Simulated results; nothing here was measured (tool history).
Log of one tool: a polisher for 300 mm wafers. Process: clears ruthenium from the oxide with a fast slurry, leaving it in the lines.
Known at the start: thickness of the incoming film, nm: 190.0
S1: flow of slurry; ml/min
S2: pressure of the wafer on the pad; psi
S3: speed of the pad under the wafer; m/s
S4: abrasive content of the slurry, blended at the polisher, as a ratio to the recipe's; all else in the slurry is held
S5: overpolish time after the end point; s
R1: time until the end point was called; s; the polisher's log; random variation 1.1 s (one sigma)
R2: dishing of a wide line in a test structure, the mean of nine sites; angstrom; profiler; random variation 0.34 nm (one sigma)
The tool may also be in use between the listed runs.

run  hour   S1   S2    S3   S4  S5      R1      R2
  1   0.0  320  3.1  0.84  1.0  10  47.021  154.70
  2   4.9  255  3.1  0.84  1.0  10  48.564  153.17
  3   8.8  255  2.8  0.84  1.0  11  54.083  156.80
  4  10.8  320  2.8  0.84  1.0  11  51.604  160.53
  5  12.1  315  2.6  0.84  1.0  11  54.887  148.33
  6  16.4  315  2.6  0.84  1.0   8  54.558  136.59

The next listed run, before its measurement:
  7  18.2  310  2.4  0.84  1.0  10   ?   ?

R1: 58.980 s
R2: 142.36 angstrom
